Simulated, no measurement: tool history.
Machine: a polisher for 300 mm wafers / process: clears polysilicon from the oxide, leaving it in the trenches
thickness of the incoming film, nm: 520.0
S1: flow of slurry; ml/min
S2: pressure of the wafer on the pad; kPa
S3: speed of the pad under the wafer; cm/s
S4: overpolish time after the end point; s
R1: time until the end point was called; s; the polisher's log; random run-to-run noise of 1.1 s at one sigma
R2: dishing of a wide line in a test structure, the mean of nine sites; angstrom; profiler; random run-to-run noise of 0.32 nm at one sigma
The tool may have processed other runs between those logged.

run,hour,S1,S2,S3,S4,R1,R2
1,0,185,14.5,118,9,65.052,227.33
2,0.6,185,13.1,118,9,68.651,222.12
3,2.8,185,11.7,116,11,77.402,225.61
4,6.2,160,11.7,116,11,81.155,232.47
# hour 14.4: worn pad replaced by a new one
5,14.4,160,11.7,116,9,71.922,223.32
6,19.9,155,11,112,9,79.855,221.98
7,26.7,150,10.3,112,9,85.551,221.05
8,27.8,150,9.7,112,9,91.826,215.12
9,32.8,145,9.7,112,9,92.476,212.23

What will run 10 give?
10,40.7,145,9.7,112,10,?,?

Run 10 gave R1 92.383 s, R2 222.89 angstrom.
